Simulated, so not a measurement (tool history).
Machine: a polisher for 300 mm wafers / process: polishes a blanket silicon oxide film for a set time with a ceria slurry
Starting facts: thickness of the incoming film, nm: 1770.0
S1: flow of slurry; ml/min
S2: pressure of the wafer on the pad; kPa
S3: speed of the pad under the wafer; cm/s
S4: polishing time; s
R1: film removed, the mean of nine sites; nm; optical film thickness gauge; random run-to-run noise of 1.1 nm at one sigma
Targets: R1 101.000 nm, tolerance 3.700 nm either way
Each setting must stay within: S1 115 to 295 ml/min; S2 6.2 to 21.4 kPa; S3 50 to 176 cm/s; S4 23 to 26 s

{"run": 1, "hour": 0.0, "S1": 190, "S2": 13.8, "S3": 112, "S4": 26, "R1": 70.454}
{"run": 2, "hour": 4.0, "S1": 175, "S2": 13.8, "S3": 112, "S4": 26, "R1": 67.521}
{"run": 3, "hour": 9.6, "S1": 155, "S2": 13.8, "S3": 112, "S4": 26, "R1": 67.894}
{"run": 4, "hour": 15.8, "S1": 155, "S2": 13.8, "S3": 122, "S4": 26, "R1": 72.316}
{"run": 5, "hour": 20.8, "S1": 155, "S2": 13.8, "S3": 132, "S4": 26, "R1": 77.38}
{"run": 6, "hour": 21.8, "S1": 155, "S2": 13.8, "S3": 150, "S4": 26, "R1": 87.679}
{"run": 7, "hour": 27.7, "S1": 160, "S2": 13.8, "S3": 150, "S4": 26, "R1": 88.507}
{"run": 8, "hour": 31.6, "S1": 165, "S2": 13.8, "S3": 150, "S4": 26, "R1": 86.449}

Next run, 5 choices. One meets every target within its allowed miss, the rest don't. Which?
{"run": "A", "hour": 35.5, "S1": 175, "S2": 13.8, "S3": 160, "S4": 25, "R1": "?"}
{"run": "B", "hour": 35.5, "S1": 185, "S2": 13.1, "S3": 170, "S4": 25, "R1": "?"}
{"run": "C", "hour": 35.5, "S1": 155, "S2": 13.1, "S3": 138, "S4": 26, "R1": "?"}
{"run": "D", "hour": 35.5, "S1": 155, "S2": 15.9, "S3": 152, "S4": 26, "R1": "?"}
{"run": "E", "hour": 35.5, "S1": 170, "S2": 15.2, "S3": 146, "S4": 26, "R1": "?"}

move=A R1=91.589
move=B R1=93.427
move=C R1=78.567
move=D R1=100.600
move=E R1=94.609
A: nearer than the last run, and not there yet
B: nearer than the last run, and not there yet
C: moves away from the targets compared with the last run
D: in spec on every target
E: nearer than the last run, and not there yet
Answer: D

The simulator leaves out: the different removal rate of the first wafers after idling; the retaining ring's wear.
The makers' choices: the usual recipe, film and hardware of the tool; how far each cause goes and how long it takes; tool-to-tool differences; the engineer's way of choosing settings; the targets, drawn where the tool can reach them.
